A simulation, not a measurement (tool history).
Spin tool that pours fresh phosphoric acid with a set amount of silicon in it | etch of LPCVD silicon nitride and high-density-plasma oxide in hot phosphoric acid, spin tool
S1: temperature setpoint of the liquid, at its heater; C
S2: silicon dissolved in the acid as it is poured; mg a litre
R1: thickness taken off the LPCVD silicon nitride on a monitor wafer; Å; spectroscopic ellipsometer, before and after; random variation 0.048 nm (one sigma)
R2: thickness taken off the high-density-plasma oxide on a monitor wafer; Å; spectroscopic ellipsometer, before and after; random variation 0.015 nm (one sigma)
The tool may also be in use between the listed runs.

run 1 hour=0 | S1=161 S2=22.5 time_under_the_liquid_(s)=180 | R1=164.82 R2=2.8172
run 2 hour=8.1 | S1=161 S2=22.5 time_under_the_liquid_(s)=155 | R1=144.47 R2=2.3231
run 3 hour=12.2 | S1=161 S2=17.5 time_under_the_liquid_(s)=155 | R1=142.53 R2=3.541
run 4 hour=19.9 | S1=161 S2=17.5 time_under_the_liquid_(s)=225 | R1=206.58 R2=4.2905
run 5 hour=22.6 | S1=160.5 S2=17 time_under_the_liquid_(s)=195 | R1=175.44 R2=3.5378
run 6 hour=26.2 | S1=160 S2=15.5 time_under_the_liquid_(s)=170 | R1=150.34 R2=3.9202
run 7 hour=30.9 | S1=159.5 S2=16.5 time_under_the_liquid_(s)=150 | R1=133.09 R2=2.2228
run 8 hour=39.2 | S1=159 S2=14.5 time_under_the_liquid_(s)=130 | R1=114.78 R2=2.6182
run 9 hour=44 | S1=158.5 S2=14.5 time_under_the_liquid_(s)=115 | R1=97.951 R2=1.5959
-- hour=49.9 thermometer replaced
run 10 hour=49.9 | S1=158 S2=0 time_under_the_liquid_(s)=25 | R1=19.245 R2=0.51425
run 11 hour=56.4 | S1=159 S2=4 time_under_the_liquid_(s)=25 | R1=20.092 R2=0.43596
run 12 hour=59.3 | S1=159 S2=6.5 time_under_the_liquid_(s)=25 | R1=20.034 R2=0.42358
run 13 hour=61.2 | S1=159 S2=9.5 time_under_the_liquid_(s)=30 | R1=24.223 R2=0.52278
run 14 hour=62.8 | S1=159 S2=12 time_under_the_liquid_(s)=30 | R1=24.007 R2=0.4752

Run 15 comes next. What will it give?
run 15 hour=68.5 | S1=159 S2=15.5 time_under_the_liquid_(s)=30 | R1=? R2=?

R1: 24.235 Å
R2: 0.47813 Å

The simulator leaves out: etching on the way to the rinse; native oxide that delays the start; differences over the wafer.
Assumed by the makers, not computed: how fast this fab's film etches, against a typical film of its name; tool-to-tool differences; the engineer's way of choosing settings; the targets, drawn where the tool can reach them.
